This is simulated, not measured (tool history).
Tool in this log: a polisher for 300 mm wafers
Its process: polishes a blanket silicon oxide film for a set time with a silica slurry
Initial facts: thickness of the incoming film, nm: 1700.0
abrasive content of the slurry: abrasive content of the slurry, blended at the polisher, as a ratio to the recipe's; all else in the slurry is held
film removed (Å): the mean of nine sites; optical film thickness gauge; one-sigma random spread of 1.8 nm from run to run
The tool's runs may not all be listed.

run  hour  flow of slurry (ml/min)  pressure of the wafer on the pad (psi)  speed of the pad under the wafer (m/s)  abrasive content of the slurry  polishing time (s)  film removed (Å)
  1     0                      250                                       5                                    1.16                               1                  48            1113.1
  2   6.3                      255                                     5.4                                     1.2                               1                  48            1213.4
  3  10.3                      255                                     5.4                                    1.44                               1                  48            1397.8
  4    17                      255                                     5.7                                    1.46                               1                  48            1504.7
  5  20.4                      255                                       6                                    1.48                               1                  48            1582.6
  6  22.4                      255                                     6.2                                     1.5                               1                  48            1658.8
  7    30                      255                                     6.4                                    1.52                               1                  48            1746.2
  8  36.3                      255                                     6.6                                    1.54                               1                  48            1792.7
  9  38.8                      260                                     6.8                                    1.56                               1                  48            1891.8
 10  40.7                      280                                     7.9                                    1.62                               1                  48              2237
 11  41.2                      280                                     7.9                                    1.64                               1                  48              2259

What will run 12 give?
 12  48.2                      280                                     7.9                                    1.64                               1                  48                 ?

{"run 12": {"film removed (Å)": 2269.6}}
